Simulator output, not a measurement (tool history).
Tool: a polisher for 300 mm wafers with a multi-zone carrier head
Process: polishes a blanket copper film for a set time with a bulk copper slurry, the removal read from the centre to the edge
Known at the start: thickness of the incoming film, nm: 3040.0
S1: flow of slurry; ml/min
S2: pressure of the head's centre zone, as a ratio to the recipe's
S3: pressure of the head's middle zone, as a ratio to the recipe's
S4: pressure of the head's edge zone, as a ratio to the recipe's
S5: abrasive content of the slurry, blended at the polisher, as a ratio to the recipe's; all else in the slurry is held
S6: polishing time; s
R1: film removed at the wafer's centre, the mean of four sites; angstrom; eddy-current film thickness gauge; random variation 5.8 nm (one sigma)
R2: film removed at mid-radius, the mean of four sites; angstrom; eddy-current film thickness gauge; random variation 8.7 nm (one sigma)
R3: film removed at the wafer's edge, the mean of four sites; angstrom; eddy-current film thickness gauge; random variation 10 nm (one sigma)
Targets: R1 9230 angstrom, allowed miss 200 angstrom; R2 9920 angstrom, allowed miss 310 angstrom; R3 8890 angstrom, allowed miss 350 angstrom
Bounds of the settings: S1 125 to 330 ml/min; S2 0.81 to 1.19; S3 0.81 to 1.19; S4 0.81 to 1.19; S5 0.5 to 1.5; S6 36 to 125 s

Run 1, day 0: S1 210 ml/min, S2 1, S3 1, S4 1, S5 1, S6 80 s. Result: R1 12347 angstrom, R2 12247 angstrom, R3 12263 angstrom.
Run 2, day 0.171: S1 210 ml/min, S2 0.99, S3 1, S4 0.96, S5 0.9, S6 78 s. Result: R1 11464 angstrom, R2 11520 angstrom, R3 11292 angstrom.
Run 3, day 0.321: S1 210 ml/min, S2 0.99, S3 1, S4 0.96, S5 0.7, S6 78 s. Result: R1 10451 angstrom, R2 10520 angstrom, R3 10544 angstrom.
Run 4, day 0.412: S1 205 ml/min, S2 0.99, S3 1.01, S4 0.93, S5 0.65, S6 78 s. Result: R1 10013 angstrom, R2 10290 angstrom, R3 10021 angstrom.
Run 5, day 0.779: S1 230 ml/min, S2 0.99, S3 1.01, S4 0.93, S5 0.65, S6 78 s. Result: R1 10195 angstrom, R2 10562 angstrom, R3 9974.7 angstrom.
Run 6, day 1.092: S1 230 ml/min, S2 0.99, S3 1.01, S4 0.93, S5 0.65, S6 94 s. Result: R1 12209 angstrom, R2 12563 angstrom, R3 12067 angstrom.
Run 7, day 1.425: S1 245 ml/min, S2 0.98, S3 1, S4 0.91, S5 0.6, S6 91 s. Result: R1 11683 angstrom, R2 11844 angstrom, R3 11565 angstrom.
Run 8, day 1.788: S1 240 ml/min, S2 0.98, S3 1.01, S4 0.89, S5 0.6, S6 88 s. Result: R1 11132 angstrom, R2 11598 angstrom, R3 10899 angstrom.
Run 9, day 2.154: S1 240 ml/min, S2 0.98, S3 1.01, S4 0.87, S5 0.6, S6 86 s. Result: R1 10751 angstrom, R2 11267 angstrom, R3 10454 angstrom.
Run 10, day 2.417: S1 235 ml/min, S2 0.98, S3 1.01, S4 0.86, S5 0.6, S6 85 s. Result: R1 10733 angstrom, R2 11039 angstrom, R3 10485 angstrom.
Run 11, day 2.721: S1 285 ml/min, S2 0.96, S3 1.05, S4 0.81, S5 0.5, S6 71 s. Result: R1 8273.4 angstrom, R2 9125.9 angstrom, R3 7923.6 angstrom.
Run 12, day 3.012: S1 280 ml/min, S2 0.97, S3 1.06, S4 0.84, S5 0.5, S6 71 s. Result: R1 8197 angstrom, R2 8944 angstrom, R3 8067.9 angstrom.

Which of these 4 next moves meets every target?
Run A, day 3.304: S1 285 ml/min, S2 0.99, S3 1.08, S4 0.89, S5 0.6, S6 71 s. Result: R1 ?, R2 ?, R3 ?.
Run B, day 3.304: S1 290 ml/min, S2 0.93, S3 1.12, S4 0.84, S5 0.55, S6 60 s. Result: R1 ?, R2 ?, R3 ?.
Run C, day 3.304: S1 265 ml/min, S2 0.93, S3 1.06, S4 0.86, S5 0.5, S6 66 s. Result: R1 ?, R2 ?, R3 ?.
Run D, day 3.304: S1 260 ml/min, S2 0.83, S3 0.98, S4 1.06, S5 0.5, S6 78 s. Result: R1 ?, R2 ?, R3 ?.

move      R1      R2      R3
   A    9332  9961.9  8997.7
   B  7136.3  8369.7  7150.7
   C  7416.6  8308.7  7531.6
   D  7795.3  9174.4  9720.8
A: meets every target
B: further off than the last run
C: further off than the last run
D: further off than the last run
The right move is A.
